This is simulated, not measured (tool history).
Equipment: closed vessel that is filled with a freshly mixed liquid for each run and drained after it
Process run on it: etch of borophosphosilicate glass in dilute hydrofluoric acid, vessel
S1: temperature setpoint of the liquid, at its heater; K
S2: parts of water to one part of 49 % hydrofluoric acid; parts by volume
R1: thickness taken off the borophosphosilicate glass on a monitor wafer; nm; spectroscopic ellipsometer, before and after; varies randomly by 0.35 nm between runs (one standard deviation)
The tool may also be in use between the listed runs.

run 1 hour=0 | S1=297.15 S2=80 time_in_the_liquid_(s)=95 | R1=31.423
run 2 hour=2.8 | S1=297.15 S2=80 time_in_the_liquid_(s)=95 | R1=31.63
run 3 hour=6.8 | S1=299.65 S2=80 time_in_the_liquid_(s)=95 | R1=34.728
run 4 hour=14 | S1=299.65 S2=80 time_in_the_liquid_(s)=95 | R1=34.817
-- hour=21.6 hydrofluoric acid flow meter replaced
run 5 hour=21.6 | S1=300.65 S2=70 time_in_the_liquid_(s)=95 | R1=46.748
run 6 hour=22.2 | S1=301.15 S2=65 time_in_the_liquid_(s)=95 | R1=51.4
run 7 hour=23.6 | S1=301.65 S2=60 time_in_the_liquid_(s)=95 | R1=57.008
run 8 hour=27.9 | S1=301.65 S2=60 time_in_the_liquid_(s)=95 | R1=57.12
run 9 hour=36.9 | S1=302.15 S2=60 time_in_the_liquid_(s)=95 | R1=58.755
run 10 hour=39.9 | S1=302.65 S2=60 time_in_the_liquid_(s)=95 | R1=59.293

Run 11 has not been measured yet. What should we expect?
run 11 hour=42.6 | S1=302.65 S2=60 time_in_the_liquid_(s)=95 | R1=?

Run 11 measured R1 59.642 nm.

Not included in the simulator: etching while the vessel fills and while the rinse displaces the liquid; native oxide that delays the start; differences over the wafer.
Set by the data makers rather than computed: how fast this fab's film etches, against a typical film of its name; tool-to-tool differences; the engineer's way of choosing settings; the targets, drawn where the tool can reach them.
